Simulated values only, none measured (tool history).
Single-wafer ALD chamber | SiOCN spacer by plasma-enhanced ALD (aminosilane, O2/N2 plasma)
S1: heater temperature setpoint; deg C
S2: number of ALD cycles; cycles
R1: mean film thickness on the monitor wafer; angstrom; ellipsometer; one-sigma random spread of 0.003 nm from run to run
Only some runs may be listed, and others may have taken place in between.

run,hour,S1,S2,R1
1,0,425,30,16.561
2,8.8,432,30,16.091
3,10,434,29,15.461
4,17.1,427,29,15.869
5,25.5,433,29,15.536
6,33.9,423,29,16.182
7,41.9,427,28,15.262
8,45.7,430,27,14.612
9,47.6,432,26,13.989
10,51.2,434,26,13.79

The next listed run, before its measurement:
11,59.9,436,26,?

Logged for run 11: R1 13.723 angstrom.

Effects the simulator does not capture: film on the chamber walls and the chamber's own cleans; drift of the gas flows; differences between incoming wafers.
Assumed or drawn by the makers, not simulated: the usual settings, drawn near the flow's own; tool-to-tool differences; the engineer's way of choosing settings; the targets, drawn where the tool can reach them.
